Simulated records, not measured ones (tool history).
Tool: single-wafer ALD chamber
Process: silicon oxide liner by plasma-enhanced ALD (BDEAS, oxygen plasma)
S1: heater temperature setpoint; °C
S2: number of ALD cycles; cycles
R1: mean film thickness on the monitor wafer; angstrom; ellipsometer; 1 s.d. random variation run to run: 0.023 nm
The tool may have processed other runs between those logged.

Run 1, hour 0.0: S1 315 °C, S2 75 cycles. Result: R1 68.716 angstrom.
Run 2, hour 0.7: S1 319 °C, S2 75 cycles. Result: R1 68.068 angstrom.
Run 3, hour 5.8: S1 320 °C, S2 71 cycles. Result: R1 64.567 angstrom.
Run 4, hour 12.9: S1 320 °C, S2 77 cycles. Result: R1 69.719 angstrom.
Run 5, hour 20.2: S1 321 °C, S2 72 cycles. Result: R1 64.770 angstrom.
Run 6, hour 27.0: S1 321 °C, S2 82 cycles. Result: R1 73.816 angstrom.
Run 7, hour 30.5: S1 323 °C, S2 76 cycles. Result: R1 68.939 angstrom.
Run 8, hour 36.9: S1 323 °C, S2 71 cycles. Result: R1 63.620 angstrom.

The next listed run, before its measurement:
Run 9, hour 44.3: S1 324 °C, S2 68 cycles. Result: R1 ?.

Run 9 yielded R1 61.043 angstrom.
